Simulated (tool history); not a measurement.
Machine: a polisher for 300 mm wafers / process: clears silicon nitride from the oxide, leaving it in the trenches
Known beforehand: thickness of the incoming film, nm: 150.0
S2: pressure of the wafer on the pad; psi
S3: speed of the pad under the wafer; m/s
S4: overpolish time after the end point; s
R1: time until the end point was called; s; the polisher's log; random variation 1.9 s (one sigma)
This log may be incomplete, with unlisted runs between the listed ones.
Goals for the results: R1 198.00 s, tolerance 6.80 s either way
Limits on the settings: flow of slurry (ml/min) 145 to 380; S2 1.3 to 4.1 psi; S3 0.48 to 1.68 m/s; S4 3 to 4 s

run 1 day=0.000 | flow_of_slurry_(ml/min)=245 S2=2.7 S3=1.08 S4=4 | R1=136.78
run 2 day=0.333 | flow_of_slurry_(ml/min)=245 S2=2.5 S3=1.08 S4=4 | R1=147.83
run 3 day=0.583 | flow_of_slurry_(ml/min)=280 S2=2.5 S3=1.08 S4=4 | R1=145.04
run 4 day=0.683 | flow_of_slurry_(ml/min)=280 S2=2.4 S3=1.08 S4=4 | R1=145.78
run 5 day=0.929 | flow_of_slurry_(ml/min)=270 S2=2.3 S3=1.08 S4=4 | R1=149.30
run 6 day=1.112 | flow_of_slurry_(ml/min)=270 S2=2.7 S3=1.08 S4=4 | R1=136.98
-- day=1.192 head pressure recalibrated
run 7 day=1.192 | flow_of_slurry_(ml/min)=270 S2=2.7 S3=1.08 S4=4 | R1=141.45
run 8 day=1.562 | flow_of_slurry_(ml/min)=270 S2=2.5 S3=1.06 S4=4 | R1=152.76
run 9 day=1.767 | flow_of_slurry_(ml/min)=270 S2=2.4 S3=1.06 S4=4 | R1=155.67

Exactly one of the 4 candidate moves below puts every result within its allowed miss. Which one?
run A day=1.971 | flow_of_slurry_(ml/min)=175 S2=2.2 S3=0.90 S4=4 | R1=?
run B day=1.971 | flow_of_slurry_(ml/min)=245 S2=2.5 S3=1.32 S4=3 | R1=?
run C day=1.971 | flow_of_slurry_(ml/min)=305 S2=2.4 S3=0.84 S4=4 | R1=?
run D day=1.971 | flow_of_slurry_(ml/min)=305 S2=1.5 S3=0.98 S4=4 | R1=?

move=A R1=194.99
move=B R1=126.64
move=C R1=183.78
move=D R1=208.04
A: in spec on every target
B: misses by more than the last run did
C: closer than the last run, but not yet in spec
D: carries the result that was furthest off beyond its target, to the other side
Answer: A
